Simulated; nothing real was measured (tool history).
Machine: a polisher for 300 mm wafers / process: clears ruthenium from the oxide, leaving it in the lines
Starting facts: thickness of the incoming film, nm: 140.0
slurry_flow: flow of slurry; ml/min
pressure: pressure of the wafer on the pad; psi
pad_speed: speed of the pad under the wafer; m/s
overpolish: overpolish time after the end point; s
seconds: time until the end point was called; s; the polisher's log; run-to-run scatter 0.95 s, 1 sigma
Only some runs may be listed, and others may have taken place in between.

{"run": 1, "hour": 0.0, "slurry_flow": 135, "pressure": 2.3, "pad_speed": 0.8, "overpolish": 41, "seconds": 129.1}
{"run": 2, "hour": 2.8, "slurry_flow": 140, "pressure": 2.7, "pad_speed": 0.82, "overpolish": 41, "seconds": 105.48}
{"run": 3, "hour": 11.1, "slurry_flow": 140, "pressure": 3, "pad_speed": 0.82, "overpolish": 41, "seconds": 97.335}
{"run": 4, "hour": 12.0, "slurry_flow": 140, "pressure": 3, "pad_speed": 0.82, "overpolish": 41, "seconds": 97.164}
{"run": 5, "hour": 15.5, "slurry_flow": 140, "pressure": 2.5, "pad_speed": 0.82, "overpolish": 41, "seconds": 113.49}
{"hour": 19.3, "done": "slurry nozzle cleaned"}
{"run": 6, "hour": 19.3, "slurry_flow": 140, "pressure": 2.5, "pad_speed": 0.74, "overpolish": 41, "seconds": 123.57}
{"run": 7, "hour": 27.4, "slurry_flow": 150, "pressure": 2.9, "pad_speed": 0.78, "overpolish": 41, "seconds": 101}

Run 8 comes next. What will it give?
{"run": 8, "hour": 29.1, "slurry_flow": 160, "pressure": 3.1, "pad_speed": 0.78, "overpolish": 41, "seconds": "?"}

{"run 8": {"seconds": 92.526}}
